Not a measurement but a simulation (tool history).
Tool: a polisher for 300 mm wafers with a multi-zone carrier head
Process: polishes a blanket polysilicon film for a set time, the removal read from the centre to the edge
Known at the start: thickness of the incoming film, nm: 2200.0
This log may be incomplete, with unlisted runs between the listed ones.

run,day,flow of slurry (ml/min),pressure of the head's centre zone,pressure of the head's middle zone,pressure of the head's edge zone,polishing time (s),film removed at the wafer's centre (Å),film removed at mid-radius (Å),film removed at the wafer's edge (Å)
1,0.000,275,1.00,1.00,1.00,34,1750.1,1761.8,1694.90
2,0.275,275,1.00,1.00,0.92,34,1733.6,1702.2,1648.50
3,0.450,275,0.96,1.00,0.92,34,1684.8,1725.7,1665.00
4,0.629,275,0.96,1.00,0.89,34,1678.5,1699.2,1629.70
5,0.983,275,0.92,1.00,0.89,34,1632.5,1720.6,1639.50
6,1.204,275,0.98,1.00,0.89,34,1701.9,1702.8,1609.90
7,1.433,275,0.98,1.00,0.89,34,1723.2,1755.6,1621.80
8,1.604,270,0.99,0.98,0.88,30,1512.7,1456.5,1433.40

Forecast run 9:
9,1.771,285,1.04,1.07,0.81,20,?,?,?

{"run 9": {"film removed at the wafer's centre (Å)": 1071.3, "film removed at mid-radius (Å)": 1067.9, "film removed at the wafer's edge (Å)": 929.89}}
